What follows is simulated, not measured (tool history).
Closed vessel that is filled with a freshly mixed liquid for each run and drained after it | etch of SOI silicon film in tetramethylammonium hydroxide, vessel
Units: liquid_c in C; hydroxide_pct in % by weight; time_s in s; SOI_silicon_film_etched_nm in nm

Run 1, hour 0.0: liquid_c 59.0 C, hydroxide_pct 17.0 % by weight, time_s 95 s. Result: SOI_silicon_film_etched_nm 288.99 nm.
Run 2, hour 1.1: liquid_c 59.0 C, hydroxide_pct 15.0 % by weight, time_s 95 s. Result: SOI_silicon_film_etched_nm 300.39 nm.
Run 3, hour 7.6: liquid_c 56.0 C, hydroxide_pct 18.0 % by weight, time_s 95 s. Result: SOI_silicon_film_etched_nm 231.99 nm.
Run 4, hour 8.9: liquid_c 56.0 C, hydroxide_pct 20.5 % by weight, time_s 95 s. Result: SOI_silicon_film_etched_nm 218.31 nm.
Run 5, hour 14.5: liquid_c 51.0 C, hydroxide_pct 20.5 % by weight, time_s 95 s. Result: SOI_silicon_film_etched_nm 157.00 nm.
Run 6, hour 21.3: liquid_c 51.0 C, hydroxide_pct 20.5 % by weight, time_s 95 s. Result: SOI_silicon_film_etched_nm 159.00 nm.
Run 7, hour 23.0: liquid_c 50.5 C, hydroxide_pct 21.5 % by weight, time_s 95 s. Result: SOI_silicon_film_etched_nm 149.88 nm.

Forecast run 8:
Run 8, hour 31.9: liquid_c 50.0 C, hydroxide_pct 23.5 % by weight, time_s 95 s. Result: SOI_silicon_film_etched_nm ?.

{"run 8": {"SOI_silicon_film_etched_nm": 133.07}}

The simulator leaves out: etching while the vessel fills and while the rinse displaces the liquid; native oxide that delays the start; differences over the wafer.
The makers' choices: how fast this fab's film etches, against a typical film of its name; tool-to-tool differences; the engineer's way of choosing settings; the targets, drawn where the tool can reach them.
